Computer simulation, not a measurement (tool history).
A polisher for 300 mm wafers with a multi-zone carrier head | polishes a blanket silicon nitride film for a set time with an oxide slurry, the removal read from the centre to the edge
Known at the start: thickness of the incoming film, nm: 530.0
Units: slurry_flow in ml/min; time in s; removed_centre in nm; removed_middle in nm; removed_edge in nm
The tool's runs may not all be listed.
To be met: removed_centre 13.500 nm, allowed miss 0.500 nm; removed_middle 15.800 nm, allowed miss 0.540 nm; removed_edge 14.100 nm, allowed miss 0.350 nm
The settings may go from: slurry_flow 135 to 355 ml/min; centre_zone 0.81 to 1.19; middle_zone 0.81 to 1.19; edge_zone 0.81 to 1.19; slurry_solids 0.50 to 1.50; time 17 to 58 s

run    day  slurry_flow  centre_zone  middle_zone  edge_zone  slurry_solids  time  removed_centre  removed_middle  removed_edge
  1  0.000          225         1.00         1.00       1.00           1.00    37          21.963          22.098        21.764
  2  0.083          225         1.00         1.00       1.00           1.00    46          28.005          26.890        27.541
  3  0.150          225         1.00         1.00       1.00           1.10    46          28.949          28.416        28.555
  4  0.383          180         1.00         1.00       1.00           1.10    46          27.844          27.537        27.766
     0.438  -- worn pad replaced by a new one
  5  0.438          180         1.04         1.00       1.00           1.10    46          31.583          31.052        30.929
  6  0.675          175         0.97         1.04       0.96           0.90    45          26.085          27.423        26.418
  7  1.000          180         0.93         1.04       0.92           0.75    40          19.856          22.383        20.517
  8  1.042          185         0.91         1.02       0.88           0.65    38          16.717          18.379        17.329
  9  1.346          185         0.90         1.03       0.86           0.60    37          15.036          16.881        15.813

4 next moves are on the table. One of them brings every result within its allowed miss. Which?
  A  1.650          175         0.98         1.08       0.87           0.50    39               ?               ?             ?
  B  1.650          205         0.83         0.97       0.84           0.65    33               ?               ?             ?
  C  1.650          265         0.86         1.02       0.81           0.70    29               ?               ?             ?
  D  1.650          190         0.94         0.93       0.88           0.55    38               ?               ?             ?

move  removed_centre  removed_middle  removed_edge
   A          14.664          15.559        14.024
   B          13.571          15.517        14.980
   C          13.586          15.567        14.044
   D          15.208          14.823        15.204
A: brings the result that was furthest off to its target, and leaves another outside
B: nearer than the last run, and not there yet
C: meets every target
D: nearer than the last run, and not there yet
Answer: C
